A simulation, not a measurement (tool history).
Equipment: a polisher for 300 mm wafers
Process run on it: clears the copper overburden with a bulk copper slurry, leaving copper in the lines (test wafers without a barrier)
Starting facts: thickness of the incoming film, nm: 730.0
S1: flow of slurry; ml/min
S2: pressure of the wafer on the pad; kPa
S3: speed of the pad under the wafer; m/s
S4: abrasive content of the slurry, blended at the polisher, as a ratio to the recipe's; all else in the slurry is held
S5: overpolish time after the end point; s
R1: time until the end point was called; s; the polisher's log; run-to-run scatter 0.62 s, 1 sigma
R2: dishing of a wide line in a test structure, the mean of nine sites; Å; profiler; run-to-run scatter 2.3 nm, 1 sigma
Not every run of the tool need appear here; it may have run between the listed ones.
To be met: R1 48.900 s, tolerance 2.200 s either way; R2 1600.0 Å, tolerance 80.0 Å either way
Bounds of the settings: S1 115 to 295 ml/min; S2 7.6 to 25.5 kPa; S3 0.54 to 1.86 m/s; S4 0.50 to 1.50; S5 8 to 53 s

run	hour	S1	S2	S3	S4	S5	R1	R2
1	0.0	190	16.5	1.18	1.00	27	85.267	1067.2
2	7.8	190	17.9	1.18	1.00	27	79.398	1111.1
3	15.9	150	17.9	1.18	1.00	27	80.698	1075.5
4	17.7	150	17.9	1.40	1.00	27	69.181	1185.2
5	20.8	150	17.9	1.12	1.00	27	85.541	1056.9
6	22.6	150	17.9	1.12	1.00	34	87.132	1183.5
7	30.8	150	18.6	1.14	1.00	34	81.943	1212.3
8	32.5	150	19.3	1.16	1.00	34	79.356	1242.2
9	41.2	150	20.0	1.18	1.00	34	74.881	1295.1
10	43.8	150	20.7	1.20	1.00	34	71.631	1360.0
11	51.5	160	24.8	1.34	1.00	26	53.043	1445.5
12	58.8	165	25.5	1.38	1.00	27	50.476	1472.8
13	64.1	165	25.5	1.40	1.00	29	49.951	1509.6

Pick the move, out of 5, that brings all results within their allowed miss; only one does.
A	69.4	170	24.1	1.50	0.95	39	?	?
B	69.4	145	25.5	1.36	1.05	35	?	?
C	69.4	165	25.5	1.56	0.90	31	?	?
D	69.4	130	24.8	1.46	1.00	27	?	?
E	69.4	170	24.8	1.44	1.00	24	?	?

move	R1	R2
A	49.591	1651.7
B	52.397	1603.8
C	46.008	1607.9
D	51.857	1460.7
E	49.794	1414.5
A: meets every target
B: meets the target for the result that was furthest off, but another lies outside its allowed miss
C: meets the target for the result that was furthest off, but another lies outside its allowed miss
D: its largest miss is bigger than the last run's
E: its largest miss is bigger than the last run's
So the answer is move A, the one that meets all the targets.

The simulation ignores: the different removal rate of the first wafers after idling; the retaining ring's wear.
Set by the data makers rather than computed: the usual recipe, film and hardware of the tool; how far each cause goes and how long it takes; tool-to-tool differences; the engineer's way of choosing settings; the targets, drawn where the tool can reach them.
